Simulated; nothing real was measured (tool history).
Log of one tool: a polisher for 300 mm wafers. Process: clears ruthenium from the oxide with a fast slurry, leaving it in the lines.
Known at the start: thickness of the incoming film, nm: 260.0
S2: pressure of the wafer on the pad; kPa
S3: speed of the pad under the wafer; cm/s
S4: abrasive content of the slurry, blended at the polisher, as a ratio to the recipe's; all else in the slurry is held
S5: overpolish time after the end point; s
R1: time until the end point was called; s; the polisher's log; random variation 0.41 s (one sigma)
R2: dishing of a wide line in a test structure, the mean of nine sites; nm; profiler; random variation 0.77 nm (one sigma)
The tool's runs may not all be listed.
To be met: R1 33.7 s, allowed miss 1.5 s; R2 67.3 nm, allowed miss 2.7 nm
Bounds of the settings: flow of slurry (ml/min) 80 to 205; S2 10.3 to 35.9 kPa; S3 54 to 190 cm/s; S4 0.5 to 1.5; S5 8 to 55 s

{"run": 1, "hour": 0.0, "flow of slurry (ml/min)": 135, "S2": 22.8, "S3": 122, "S4": 1, "S5": 28, "R1": 49.224, "R2": 76.245}
{"run": 2, "hour": 8.5, "flow of slurry (ml/min)": 140, "S2": 24.8, "S3": 122, "S4": 1, "S5": 24, "R1": 44.484, "R2": 75.629}
{"run": 3, "hour": 15.2, "flow of slurry (ml/min)": 140, "S2": 24.8, "S3": 122, "S4": 1, "S5": 17, "R1": 45.019, "R2": 61.042}
{"run": 4, "hour": 22.4, "flow of slurry (ml/min)": 145, "S2": 26.2, "S3": 122, "S4": 1, "S5": 16, "R1": 41.829, "R2": 61.632}
{"run": 5, "hour": 23.1, "flow of slurry (ml/min)": 150, "S2": 26.9, "S3": 122, "S4": 1, "S5": 16, "R1": 41.776, "R2": 61.802}
{"run": 6, "hour": 24.7, "flow of slurry (ml/min)": 150, "S2": 26.9, "S3": 122, "S4": 1, "S5": 12, "R1": 39.884, "R2": 51.876}
{"run": 7, "hour": 28.5, "flow of slurry (ml/min)": 145, "S2": 28.3, "S3": 122, "S4": 1, "S5": 13, "R1": 38.969, "R2": 55.983}
{"run": 8, "hour": 33.7, "flow of slurry (ml/min)": 145, "S2": 29, "S3": 124, "S4": 1, "S5": 14, "R1": 37.948, "R2": 60.748}
{"run": 9, "hour": 42.0, "flow of slurry (ml/min)": 145, "S2": 29.6, "S3": 124, "S4": 1, "S5": 14, "R1": 36.204, "R2": 61.177}
{"run": 10, "hour": 46.0, "flow of slurry (ml/min)": 145, "S2": 30.3, "S3": 124, "S4": 1, "S5": 14, "R1": 36.67, "R2": 60.886}
{"run": 11, "hour": 54.9, "flow of slurry (ml/min)": 145, "S2": 31, "S3": 124, "S4": 1, "S5": 14, "R1": 35.204, "R2": 63.746}

Which of these 5 next moves meets every target?
{"run": "A", "hour": 63.8, "flow of slurry (ml/min)": 120, "S2": 31, "S3": 132, "S4": 1.05, "S5": 15, "R1": "?", "R2": "?"}
{"run": "B", "hour": 63.8, "flow of slurry (ml/min)": 150, "S2": 26.2, "S3": 124, "S4": 1.05, "S5": 18, "R1": "?", "R2": "?"}
{"run": "C", "hour": 63.8, "flow of slurry (ml/min)": 130, "S2": 33.8, "S3": 118, "S4": 1, "S5": 13, "R1": "?", "R2": "?"}
{"run": "D", "hour": 63.8, "flow of slurry (ml/min)": 180, "S2": 29, "S3": 128, "S4": 1.05, "S5": 13, "R1": "?", "R2": "?"}
{"run": "E", "hour": 63.8, "flow of slurry (ml/min)": 140, "S2": 33.8, "S3": 120, "S4": 0.95, "S5": 14, "R1": "?", "R2": "?"}

move=A R1=33.933 R2=66.952
move=B R1=40.329 R2=67.339
move=C R1=34.778 R2=60.269
move=D R1=34.492 R2=60.595
move=E R1=34.802 R2=63.176
A: meets every target
B: brings the result that was furthest off to its target, and leaves another outside
C: further off than the last run
D: further off than the last run
E: further off than the last run
Move A is the one to make.
